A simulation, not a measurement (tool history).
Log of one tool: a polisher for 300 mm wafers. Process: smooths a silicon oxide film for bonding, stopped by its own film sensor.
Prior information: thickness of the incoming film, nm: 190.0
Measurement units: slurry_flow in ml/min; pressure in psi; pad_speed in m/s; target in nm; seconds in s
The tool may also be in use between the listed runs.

{"run": 1, "hour": 0.0, "slurry_flow": 130, "pressure": 1.6, "pad_speed": 0.74, "slurry_solids": 1.0, "target": 176, "seconds": 32.284}
{"run": 2, "hour": 4.4, "slurry_flow": 130, "pressure": 1.6, "pad_speed": 0.8, "slurry_solids": 1.0, "target": 176, "seconds": 29.452}
{"run": 3, "hour": 6.5, "slurry_flow": 110, "pressure": 1.6, "pad_speed": 0.8, "slurry_solids": 1.0, "target": 176, "seconds": 31.637}
{"run": 4, "hour": 11.3, "slurry_flow": 110, "pressure": 1.6, "pad_speed": 0.8, "slurry_solids": 0.8, "target": 176, "seconds": 34.12}
{"run": 5, "hour": 18.3, "slurry_flow": 110, "pressure": 1.6, "pad_speed": 0.8, "slurry_solids": 0.95, "target": 176, "seconds": 31.307}
{"run": 6, "hour": 19.0, "slurry_flow": 110, "pressure": 1.7, "pad_speed": 0.82, "slurry_solids": 0.95, "target": 176, "seconds": 29.231}

Estimate the outcome of run 7 from the log above:
{"run": 7, "hour": 27.1, "slurry_flow": 115, "pressure": 1.8, "pad_speed": 0.84, "slurry_solids": 0.95, "target": 176, "seconds": "?"}

Run 7 yielded seconds 27.293 s.

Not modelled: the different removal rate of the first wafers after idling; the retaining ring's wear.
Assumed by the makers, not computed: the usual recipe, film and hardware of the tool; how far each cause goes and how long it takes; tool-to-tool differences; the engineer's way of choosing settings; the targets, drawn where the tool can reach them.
